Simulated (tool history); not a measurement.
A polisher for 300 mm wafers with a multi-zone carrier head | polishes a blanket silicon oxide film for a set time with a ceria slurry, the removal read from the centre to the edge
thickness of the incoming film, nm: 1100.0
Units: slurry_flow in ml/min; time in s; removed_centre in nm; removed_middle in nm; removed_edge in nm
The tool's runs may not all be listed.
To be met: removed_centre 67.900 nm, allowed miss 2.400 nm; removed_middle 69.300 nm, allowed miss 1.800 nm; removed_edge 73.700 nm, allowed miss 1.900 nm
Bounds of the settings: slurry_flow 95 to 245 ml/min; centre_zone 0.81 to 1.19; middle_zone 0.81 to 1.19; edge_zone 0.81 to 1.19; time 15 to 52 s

run 1 day=0.000 | slurry_flow=155 centre_zone=1.00 middle_zone=1.00 edge_zone=1.00 time=33 | removed_centre=117.910 removed_middle=115.970 removed_edge=120.510
run 2 day=0.029 | slurry_flow=150 centre_zone=0.99 middle_zone=0.99 edge_zone=0.98 time=31 | removed_centre=109.960 removed_middle=108.100 removed_edge=110.760
run 3 day=0.088 | slurry_flow=150 centre_zone=0.99 middle_zone=1.04 edge_zone=0.98 time=31 | removed_centre=110.130 removed_middle=112.410 removed_edge=108.620
run 4 day=0.212 | slurry_flow=145 centre_zone=0.97 middle_zone=1.02 edge_zone=0.97 time=30 | removed_centre=102.640 removed_middle=105.890 removed_edge=106.250
run 5 day=0.275 | slurry_flow=145 centre_zone=0.93 middle_zone=1.02 edge_zone=0.97 time=30 | removed_centre=98.092 removed_middle=105.730 removed_edge=105.800
run 6 day=0.638 | slurry_flow=140 centre_zone=0.93 middle_zone=1.01 edge_zone=0.96 time=29 | removed_centre=95.594 removed_middle=101.190 removed_edge=101.000
run 7 day=0.808 | slurry_flow=135 centre_zone=0.92 middle_zone=0.99 edge_zone=0.95 time=28 | removed_centre=89.381 removed_middle=95.371 removed_edge=97.160
run 8 day=1.125 | slurry_flow=130 centre_zone=0.92 middle_zone=0.98 edge_zone=0.94 time=27 | removed_centre=84.747 removed_middle=90.220 removed_edge=91.504
run 9 day=1.229 | slurry_flow=125 centre_zone=0.92 middle_zone=0.96 edge_zone=0.93 time=27 | removed_centre=85.596 removed_middle=89.882 removed_edge=92.818
run 10 day=1.338 | slurry_flow=120 centre_zone=0.91 middle_zone=0.90 edge_zone=0.88 time=18 | removed_centre=55.134 removed_middle=55.762 removed_edge=59.622
run 11 day=1.608 | slurry_flow=125 centre_zone=0.92 middle_zone=0.91 edge_zone=0.91 time=18 | removed_centre=57.001 removed_middle=57.105 removed_edge=60.748
run 12 day=1.917 | slurry_flow=130 centre_zone=0.92 middle_zone=0.92 edge_zone=0.94 time=18 | removed_centre=56.512 removed_middle=57.620 removed_edge=61.056
run 13 day=2.233 | slurry_flow=130 centre_zone=0.92 middle_zone=0.92 edge_zone=0.94 time=18 | removed_centre=56.784 removed_middle=57.173 removed_edge=62.368
run 14 day=2.308 | slurry_flow=135 centre_zone=0.93 middle_zone=0.94 edge_zone=0.96 time=18 | removed_centre=58.356 removed_middle=59.262 removed_edge=63.597
run 15 day=2.492 | slurry_flow=140 centre_zone=0.94 middle_zone=0.95 edge_zone=0.98 time=18 | removed_centre=60.464 removed_middle=60.555 removed_edge=63.785

Which of these 5 next moves meets every target?
run A day=2.675 | slurry_flow=165 centre_zone=0.94 middle_zone=0.98 edge_zone=1.04 time=20 | removed_centre=? removed_middle=? removed_edge=?
run B day=2.675 | slurry_flow=160 centre_zone=1.06 middle_zone=0.98 edge_zone=1.00 time=19 | removed_centre=? removed_middle=? removed_edge=?
run C day=2.675 | slurry_flow=155 centre_zone=1.09 middle_zone=1.06 edge_zone=0.81 time=17 | removed_centre=? removed_middle=? removed_edge=?
run D day=2.675 | slurry_flow=120 centre_zone=0.81 middle_zone=0.84 edge_zone=1.06 time=20 | removed_centre=? removed_middle=? removed_edge=?
run E day=2.675 | slurry_flow=125 centre_zone=0.94 middle_zone=0.84 edge_zone=1.00 time=22 | removed_centre=? removed_middle=? removed_edge=?

move=A removed_centre=67.597 removed_middle=69.123 removed_edge=73.277
move=B removed_centre=72.112 removed_middle=65.331 removed_edge=68.069
move=C removed_centre=66.042 removed_middle=62.178 removed_edge=55.038
move=D removed_centre=54.846 removed_middle=57.806 removed_edge=71.429
move=E removed_centre=70.671 removed_middle=64.002 removed_edge=76.746
A: meets every target
B: nearer than the last run, and not there yet
C: further off than the last run
D: further off than the last run
E: takes the result that was furthest off past its target
The right move is A.
